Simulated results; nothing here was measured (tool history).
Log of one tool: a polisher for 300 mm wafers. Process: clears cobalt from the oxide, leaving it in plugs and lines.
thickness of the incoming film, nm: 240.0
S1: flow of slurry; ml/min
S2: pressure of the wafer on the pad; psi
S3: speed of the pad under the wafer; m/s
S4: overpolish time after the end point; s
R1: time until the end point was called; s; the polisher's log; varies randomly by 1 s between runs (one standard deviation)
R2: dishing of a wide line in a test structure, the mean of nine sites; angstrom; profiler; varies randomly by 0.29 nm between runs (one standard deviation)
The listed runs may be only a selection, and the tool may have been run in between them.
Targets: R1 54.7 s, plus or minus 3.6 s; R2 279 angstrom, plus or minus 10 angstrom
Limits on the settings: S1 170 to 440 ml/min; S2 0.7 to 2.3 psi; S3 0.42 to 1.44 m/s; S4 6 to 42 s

{"run": 1, "hour": 0.0, "S1": 280, "S2": 1.5, "S3": 0.92, "S4": 21, "R1": 57.876, "R2": 411.13}
{"run": 2, "hour": 7.9, "S1": 280, "S2": 1.5, "S3": 1.14, "S4": 21, "R1": 49.045, "R2": 436.36}
{"run": 3, "hour": 11.5, "S1": 270, "S2": 1.4, "S3": 1.18, "S4": 18, "R1": 51.657, "R2": 400.39}
{"run": 4, "hour": 18.5, "S1": 215, "S2": 1.4, "S3": 1.18, "S4": 18, "R1": 52.256, "R2": 401.08}
{"run": 5, "hour": 19.0, "S1": 255, "S2": 1.3, "S3": 1.2, "S4": 16, "R1": 54.869, "R2": 371.63}
{"run": 6, "hour": 25.2, "S1": 255, "S2": 1.3, "S3": 1.1, "S4": 16, "R1": 58.97, "R2": 357.16}
{"run": 7, "hour": 32.5, "S1": 280, "S2": 1.3, "S3": 1.12, "S4": 14, "R1": 56.547, "R2": 341.57}
{"run": 8, "hour": 34.7, "S1": 285, "S2": 1.3, "S3": 1.12, "S4": 13, "R1": 56.073, "R2": 325.59}
{"run": 9, "hour": 36.7, "S1": 290, "S2": 1.3, "S3": 1.12, "S4": 12, "R1": 56.889, "R2": 301.15}
{"run": 10, "hour": 45.0, "S1": 300, "S2": 1.3, "S3": 1.12, "S4": 12, "R1": 56.275, "R2": 310.45}
{"run": 11, "hour": 53.2, "S1": 305, "S2": 1.3, "S3": 1.12, "S4": 11, "R1": 55.426, "R2": 291.94}
{"run": 12, "hour": 54.0, "S1": 310, "S2": 1.3, "S3": 1.12, "S4": 11, "R1": 56.106, "R2": 290.34}
{"run": 13, "hour": 62.3, "S1": 315, "S2": 1.3, "S3": 1.12, "S4": 11, "R1": 55.666, "R2": 288.81}
{"run": 14, "hour": 65.7, "S1": 320, "S2": 1.3, "S3": 1.12, "S4": 11, "R1": 56.266, "R2": 292.17}
{"run": 15, "hour": 66.7, "S1": 325, "S2": 1.3, "S3": 1.12, "S4": 11, "R1": 56.349, "R2": 292.27}

Pick the move, out of 5, that brings all results within their allowed miss; only one does.
{"run": "A", "hour": 67.7, "S1": 330, "S2": 1.3, "S3": 1.16, "S4": 12, "R1": "?", "R2": "?"}
{"run": "B", "hour": 67.7, "S1": 255, "S2": 1.2, "S3": 1.18, "S4": 12, "R1": "?", "R2": "?"}
{"run": "C", "hour": 67.7, "S1": 370, "S2": 1.2, "S3": 1.3, "S4": 12, "R1": "?", "R2": "?"}
{"run": "D", "hour": 67.7, "S1": 335, "S2": 1.4, "S3": 1.06, "S4": 10, "R1": "?", "R2": "?"}
{"run": "E", "hour": 67.7, "S1": 365, "S2": 1.1, "S3": 1.16, "S4": 13, "R1": "?", "R2": "?"}

move=A R1=55.963 R2=316.71
move=B R1=60.538 R2=301.3
move=C R1=55.144 R2=319.63
move=D R1=55.53 R2=282.5
move=E R1=64.149 R2=305.89
A: misses by more than the last run did
B: misses by more than the last run did
C: misses by more than the last run did
D: every result lands within tolerance
E: misses by more than the last run did
Correct choice: D, which meets every target
